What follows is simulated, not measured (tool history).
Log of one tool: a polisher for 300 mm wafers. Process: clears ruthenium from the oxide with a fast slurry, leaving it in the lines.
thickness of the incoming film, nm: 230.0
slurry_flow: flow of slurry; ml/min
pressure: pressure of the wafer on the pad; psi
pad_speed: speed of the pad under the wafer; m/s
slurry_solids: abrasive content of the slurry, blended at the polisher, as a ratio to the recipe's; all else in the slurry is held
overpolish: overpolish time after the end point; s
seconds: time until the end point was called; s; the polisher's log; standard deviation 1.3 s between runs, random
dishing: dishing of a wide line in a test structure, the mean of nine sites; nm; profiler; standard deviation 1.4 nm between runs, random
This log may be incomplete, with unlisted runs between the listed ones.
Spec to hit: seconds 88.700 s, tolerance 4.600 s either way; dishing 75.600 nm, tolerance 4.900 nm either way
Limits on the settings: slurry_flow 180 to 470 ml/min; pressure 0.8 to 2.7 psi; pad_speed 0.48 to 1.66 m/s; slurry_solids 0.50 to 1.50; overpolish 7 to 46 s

run	day	slurry_flow	pressure	pad_speed	slurry_solids	overpolish	seconds	dishing
1	0.000	300	1.7	1.06	1.00	24	104.990	41.271
2	0.212	350	1.7	1.06	1.00	24	107.130	42.206
3	0.333	350	1.5	1.06	1.00	24	118.580	38.361
4	0.483	420	1.5	1.06	1.00	24	118.430	39.560
5	0.821	420	1.6	1.06	1.00	25	112.670	41.915
6	0.921	420	1.9	1.06	1.00	25	96.168	48.842
7	1.067	420	1.9	1.06	1.00	26	91.449	50.994
8	1.142	420	1.9	1.06	1.00	37	93.672	68.774

Exactly one of the 5 candidate moves below puts every result within its allowed miss. Which one?
A	1.217	440	2.2	0.96	1.30	32	?	?
B	1.217	380	1.9	1.06	1.00	36	?	?
C	1.217	430	2.1	1.00	0.95	33	?	?
D	1.217	460	1.7	1.18	0.85	38	?	?
E	1.217	365	2.1	1.06	0.95	40	?	?

move	seconds	dishing
A	80.819	68.431
B	94.955	66.060
C	92.869	62.635
D	101.100	65.598
E	88.787	75.847
A: moves away from the targets compared with the last run
B: moves away from the targets compared with the last run
C: moves away from the targets compared with the last run
D: moves away from the targets compared with the last run
E: meets every target
The right move is E.

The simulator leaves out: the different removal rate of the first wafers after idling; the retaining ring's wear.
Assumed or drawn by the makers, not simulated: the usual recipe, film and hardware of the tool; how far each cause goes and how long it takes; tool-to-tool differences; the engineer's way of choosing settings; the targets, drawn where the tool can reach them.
